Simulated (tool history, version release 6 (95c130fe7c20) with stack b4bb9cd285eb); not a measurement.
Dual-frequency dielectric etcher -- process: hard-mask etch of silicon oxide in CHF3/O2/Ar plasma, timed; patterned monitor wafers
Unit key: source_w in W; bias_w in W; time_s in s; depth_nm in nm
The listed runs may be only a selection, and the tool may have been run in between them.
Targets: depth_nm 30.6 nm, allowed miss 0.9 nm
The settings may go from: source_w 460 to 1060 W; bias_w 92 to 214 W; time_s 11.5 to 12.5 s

| run | hour | source_w | bias_w | time_s | depth_nm |
|---|---|---|---|---|---|
| 1 | 0 | 760 | 153 | 12.5 | 26.41 |
| 2 | 6.3 | 820 | 158 | 12.5 | 28.042 |
| 3 | 10.9 | 690 | 158 | 12.5 | 25.238 |
| 4 | 19.1 | 690 | 158 | 12.5 | 25.175 |
| 5 | 26.8 | 620 | 158 | 12.5 | 23.483 |
| 6 | 30.4 | 620 | 147 | 12.5 | 22.687 |
| 7 | 35.9 | 700 | 150 | 12.5 | 24.789 |
| 8 | 43.1 | 760 | 152 | 12.5 | 26.358 |
| 9 | 50.8 | 800 | 154 | 12.5 | 27.434 |
| 10 | 58.2 | 830 | 155 | 12.5 | 27.887 |
| 11 | 58.9 | 860 | 156 | 12.5 | 28.642 |
| 12 | 62.1 | 880 | 157 | 12.5 | 29.059 |
| 13 | 68.5 | 900 | 158 | 12.5 | 29.541 |

4 candidate next runs follow, results not yet known. Just one meets every target within its allowed miss. Identify it.
| A | 74.9 | 980 | 162 | 11.5 | ? |
| B | 74.9 | 920 | 165 | 12.5 | ? |
| C | 74.9 | 880 | 154 | 12.5 | ? |
| D | 74.9 | 870 | 173 | 12 | ? |

| move | depth_nm |
|---|---|
| A | 28.594 |
| B | 30.302 |
| C | 28.566 |
| D | 28.864 |
A: misses by more than the last run did
B: meets every target
C: misses by more than the last run did
D: misses by more than the last run did
B is the move that brings every result within its allowed miss.

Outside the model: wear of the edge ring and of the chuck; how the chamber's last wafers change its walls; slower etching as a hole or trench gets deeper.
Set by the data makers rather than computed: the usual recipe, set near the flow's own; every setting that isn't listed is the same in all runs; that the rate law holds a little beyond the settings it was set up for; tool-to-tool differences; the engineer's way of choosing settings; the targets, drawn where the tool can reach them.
